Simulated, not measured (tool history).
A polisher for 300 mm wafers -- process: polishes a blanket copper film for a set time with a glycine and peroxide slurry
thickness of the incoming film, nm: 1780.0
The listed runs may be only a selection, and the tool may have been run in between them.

run	hour	flow of slurry (ml/min)	pressure of the wafer on the pad (kPa)	speed of the pad under the wafer (m/s)	polishing time (s)	film removed (angstrom)
1	0.0	305	22.8	0.76	40	2114.0
2	6.9	345	22.8	0.76	40	2131.1
3	11.9	345	22.8	0.68	40	2019.1
4	15.7	345	22.8	0.68	35	1767.4
5	24.1	345	24.8	0.68	35	1826.0
6	25.0	345	24.8	0.60	35	1727.8
7	33.2	345	26.2	0.64	35	1805.3

Run 8 comes next. What will it give?
8	40.9	345	26.9	0.70	35	?

film removed (angstrom): 1912.7
